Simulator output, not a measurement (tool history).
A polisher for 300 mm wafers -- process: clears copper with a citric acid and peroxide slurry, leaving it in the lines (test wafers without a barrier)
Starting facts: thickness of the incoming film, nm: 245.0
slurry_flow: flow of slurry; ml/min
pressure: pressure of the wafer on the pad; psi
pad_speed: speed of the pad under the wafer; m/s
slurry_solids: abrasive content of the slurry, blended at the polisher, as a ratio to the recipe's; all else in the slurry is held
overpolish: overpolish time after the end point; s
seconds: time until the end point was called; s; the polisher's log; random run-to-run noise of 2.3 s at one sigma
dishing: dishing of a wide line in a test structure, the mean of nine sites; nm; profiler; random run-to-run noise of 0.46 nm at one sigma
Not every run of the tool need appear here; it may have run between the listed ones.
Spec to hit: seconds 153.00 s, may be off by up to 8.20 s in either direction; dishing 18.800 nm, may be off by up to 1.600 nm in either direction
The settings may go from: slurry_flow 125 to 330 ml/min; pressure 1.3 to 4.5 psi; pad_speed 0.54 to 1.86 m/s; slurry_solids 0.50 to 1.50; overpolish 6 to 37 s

run  hour  slurry_flow  pressure  pad_speed  slurry_solids  overpolish  seconds  dishing
  1   0.0          210       2.9       1.18           1.00          19   109.98   20.067
  2   8.8          210       2.9       1.18           1.00          12   113.21   14.811
  3  15.4          210       2.8       1.18           1.00          14   115.34   17.340
  4  24.1          210       2.7       1.18           1.00          14   121.35   16.443
  5  24.8          210       2.6       1.18           1.00          15   118.96   16.766
  6  27.8          210       2.4       1.16           1.00          16   132.63   16.417
     33.6  -- slurry nozzle cleaned
  7  33.6          210       2.3       1.16           1.00          17   129.12   16.669
  8  40.2          210       2.2       1.14           1.00          18   140.83   17.160

Next run, 5 choices. One meets every target within its allowed miss, the rest don't. Which?
  A  46.8          200       2.3       1.04           0.90          16        ?        ?
  B  46.8          215       2.1       1.08           0.95          23        ?        ?
  C  46.8          220       2.1       1.18           1.15          14        ?        ?
  D  46.8          215       2.4       1.10           1.10          16        ?        ?
  E  46.8          200       2.4       0.94           1.25          16        ?        ?

move  seconds  dishing
   A   150.99   14.486
   B   154.44   18.009
   C   136.55   14.129
   D   132.28   15.840
   E   150.91   14.510
A: brings the last run's worst result on target, with another outside its allowed miss
B: every result lands within tolerance
C: moves away from the targets compared with the last run
D: moves away from the targets compared with the last run
E: brings the last run's worst result on target, with another outside its allowed miss
B is the move that brings every result within its allowed miss.
